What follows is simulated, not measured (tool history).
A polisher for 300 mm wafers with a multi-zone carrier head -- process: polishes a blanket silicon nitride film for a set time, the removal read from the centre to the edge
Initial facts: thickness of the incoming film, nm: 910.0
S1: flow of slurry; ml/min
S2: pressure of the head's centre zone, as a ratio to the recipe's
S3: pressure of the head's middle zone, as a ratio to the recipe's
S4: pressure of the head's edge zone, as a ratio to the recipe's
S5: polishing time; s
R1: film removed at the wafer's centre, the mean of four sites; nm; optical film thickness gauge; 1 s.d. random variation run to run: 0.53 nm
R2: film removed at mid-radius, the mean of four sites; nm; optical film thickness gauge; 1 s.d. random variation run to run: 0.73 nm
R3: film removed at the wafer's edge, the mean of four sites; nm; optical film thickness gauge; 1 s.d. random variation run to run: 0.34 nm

run 1 day=0 | S1=315 S2=1 S3=1 S4=1 S5=47 | R1=94.572 R2=99.365 R3=99.653
run 2 day=0.104 | S1=315 S2=1.07 S3=1 S4=1 S5=47 | R1=100.9 R2=102.4 R3=99.032
run 3 day=0.321 | S1=315 S2=1.08 S3=0.96 S4=0.96 S5=40 | R1=83.839 R2=83.778 R3=81.979
run 4 day=0.462 | S1=315 S2=1.08 S3=0.96 S4=0.96 S5=46 | R1=100.09 R2=94.893 R3=95.107
run 5 day=0.617 | S1=315 S2=1.08 S3=0.96 S4=0.89 S5=46 | R1=98.852 R2=93.372 R3=91.15
-- day=0.988 slurry nozzle cleaned
run 6 day=0.988 | S1=310 S2=1.09 S3=0.93 S4=0.87 S5=40 | R1=88.921 R2=82.763 R3=81.379
run 7 day=1.346 | S1=305 S2=1.1 S3=0.9 S4=0.86 S5=34 | R1=77.152 R2=68.338 R3=68.952
run 8 day=1.412 | S1=300 S2=1.09 S3=0.89 S4=0.85 S5=31 | R1=68.945 R2=64.272 R3=62.794
run 9 day=1.771 | S1=290 S2=1.09 S3=0.87 S4=0.84 S5=30 | R1=67.072 R2=59.065 R3=59.846
run 10 day=2.112 | S1=290 S2=1.09 S3=0.87 S4=0.84 S5=30 | R1=66.968 R2=60.097 R3=59.444
run 11 day=2.388 | S1=265 S2=1.08 S3=0.85 S4=0.84 S5=30 | R1=66.773 R2=58.916 R3=59.166

Predict the results of run 12:
run 12 day=2.746 | S1=260 S2=1.07 S3=0.84 S4=0.84 S5=29 | R1=? R2=? R3=?

Run 12 gave R1 62.923 nm, R2 57.342 nm, R3 56.722 nm.
